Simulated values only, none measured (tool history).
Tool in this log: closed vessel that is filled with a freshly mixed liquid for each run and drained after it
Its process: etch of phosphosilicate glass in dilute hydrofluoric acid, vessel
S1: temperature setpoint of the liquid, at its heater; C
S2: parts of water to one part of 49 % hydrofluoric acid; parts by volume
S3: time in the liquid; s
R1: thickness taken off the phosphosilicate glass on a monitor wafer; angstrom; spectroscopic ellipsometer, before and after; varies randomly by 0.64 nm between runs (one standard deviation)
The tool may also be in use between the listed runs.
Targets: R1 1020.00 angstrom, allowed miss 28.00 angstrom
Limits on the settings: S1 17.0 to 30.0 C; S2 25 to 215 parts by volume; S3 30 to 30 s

run,hour,S1,S2,S3,R1
1,0.0,22.0,120,30,302.11
2,9.0,25.5,120,30,343.58
3,14.8,25.5,85,30,503.72
4,22.5,25.5,85,30,511.81
5,24.2,25.5,65,30,679.51
6,25.7,27.0,65,30,716.26
7,33.5,27.5,65,30,740.79
8,39.6,28.0,65,30,753.59
9,42.5,30.0,35,30,1570.90
10,46.5,29.5,35,30,1559.20
11,52.7,25.5,40,30,1142.00
12,58.0,25.0,40,30,1120.10
13,62.1,24.5,40,30,1099.30
# hour 71.0: thermometer replaced
14,71.0,23.0,40,30,1104.60
15,73.8,22.5,40,30,1077.50

Of the 4 settings listed for the next run, only one would bring every result within its allowed miss of target. Which one?
A,76.6,23.0,40,30,?
B,76.6,17.5,30,30,?
C,76.6,24.0,45,30,?
D,76.6,30.0,50,30,?

move,R1
A,1091.90
B,1164.20
C,1005.10
D,1143.60
A: moves away from the targets compared with the last run
B: moves away from the targets compared with the last run
C: all results in spec
D: moves away from the targets compared with the last run
C meets every target.
